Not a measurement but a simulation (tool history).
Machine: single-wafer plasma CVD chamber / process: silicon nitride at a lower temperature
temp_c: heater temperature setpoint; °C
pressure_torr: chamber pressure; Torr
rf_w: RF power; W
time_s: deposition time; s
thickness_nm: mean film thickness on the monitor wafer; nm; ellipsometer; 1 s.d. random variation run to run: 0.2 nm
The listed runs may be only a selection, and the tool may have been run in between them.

{"run": 1, "hour": 0.0, "temp_c": 350, "pressure_torr": 2.02, "rf_w": 390, "time_s": 31.2, "thickness_nm": 50.604}
{"run": 2, "hour": 1.7, "temp_c": 350, "pressure_torr": 2.02, "rf_w": 390, "time_s": 31.2, "thickness_nm": 50.169}
{"run": 3, "hour": 7.5, "temp_c": 350, "pressure_torr": 2.02, "rf_w": 390, "time_s": 32.2, "thickness_nm": 51.966}
{"run": 4, "hour": 8.9, "temp_c": 350, "pressure_torr": 1.94, "rf_w": 385, "time_s": 32.2, "thickness_nm": 50.932}
{"run": 5, "hour": 14.0, "temp_c": 350, "pressure_torr": 1.94, "rf_w": 385, "time_s": 32.2, "thickness_nm": 51.258}
{"run": 6, "hour": 15.8, "temp_c": 350, "pressure_torr": 2.29, "rf_w": 385, "time_s": 32.2, "thickness_nm": 52.754}

Forecast run 7:
{"run": 7, "hour": 17.5, "temp_c": 350, "pressure_torr": 2.29, "rf_w": 385, "time_s": 32.2, "thickness_nm": "?"}

thickness_nm: 52.976 nm
